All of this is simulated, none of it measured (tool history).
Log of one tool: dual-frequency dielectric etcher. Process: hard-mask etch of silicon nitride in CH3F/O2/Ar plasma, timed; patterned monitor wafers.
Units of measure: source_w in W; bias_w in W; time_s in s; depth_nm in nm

| run | hour | source_w | bias_w | time_s | depth_nm |
|---|---|---|---|---|---|
| 1 | 0 | 450 | 71 | 260.5 | 187.57 |
| 2 | 6.7 | 450 | 71 | 260.5 | 187.02 |
| 3 | 12.4 | 490 | 75 | 261 | 198.25 |
| 4 | 14.1 | 490 | 75 | 260.5 | 199.69 |
| 5 | 22.5 | 490 | 82 | 260.5 | 205.37 |
| 6 | 23.3 | 490 | 82 | 271.5 | 214.34 |
| 7 | 23.8 | 510 | 82 | 271.5 | 218.43 |
| 8 | 28.7 | 530 | 82 | 271.5 | 221.11 |
| 9 | 30 | 540 | 82 | 271.5 | 223.64 |

Run 10 is up next; what results do you expect?
| 10 | 34.4 | 550 | 82 | 271.5 | ? |

depth_nm: 224.42 nm

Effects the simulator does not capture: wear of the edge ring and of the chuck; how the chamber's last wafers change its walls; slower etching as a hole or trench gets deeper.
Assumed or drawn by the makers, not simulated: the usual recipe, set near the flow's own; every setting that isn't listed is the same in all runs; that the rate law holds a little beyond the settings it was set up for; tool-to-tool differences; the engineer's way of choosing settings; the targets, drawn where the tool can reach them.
